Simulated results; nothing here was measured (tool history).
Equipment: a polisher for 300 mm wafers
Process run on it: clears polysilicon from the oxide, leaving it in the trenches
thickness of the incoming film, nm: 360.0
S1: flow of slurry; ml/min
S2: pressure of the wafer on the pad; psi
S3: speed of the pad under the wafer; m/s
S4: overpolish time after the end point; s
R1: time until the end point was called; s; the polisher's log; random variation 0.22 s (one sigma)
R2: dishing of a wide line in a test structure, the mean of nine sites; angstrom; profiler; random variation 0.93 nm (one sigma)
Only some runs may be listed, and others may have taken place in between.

| run | hour | S1 | S2 | S3 | S4 | R1 | R2 |
|---|---|---|---|---|---|---|---|
| 1 | 0.0 | 290 | 1.8 | 0.84 | 9 | 39.396 | 532.61 |
| 2 | 6.2 | 290 | 1.8 | 0.84 | 11 | 38.832 | 603.00 |
| 3 | 8.6 | 340 | 1.8 | 0.84 | 11 | 40.015 | 614.93 |
| 4 | 11.7 | 315 | 1.9 | 0.84 | 10 | 37.331 | 608.46 |
| 5 | 20.6 | 385 | 1.9 | 0.84 | 10 | 36.899 | 593.25 |
| 6 | 23.2 | 395 | 2.0 | 0.84 | 9 | 35.514 | 591.24 |
| 7 | 27.0 | 360 | 2.1 | 0.88 | 8 | 32.068 | 589.96 |
| 8 | 29.6 | 440 | 2.6 | 0.90 | 4 | 25.119 | 422.56 |

What does the tool deliver on the next run?
| 9 | 38.0 | 440 | 2.7 | 0.92 | 4 | ? | ? |

R1: 24.292 s
R2: 435.39 angstrom
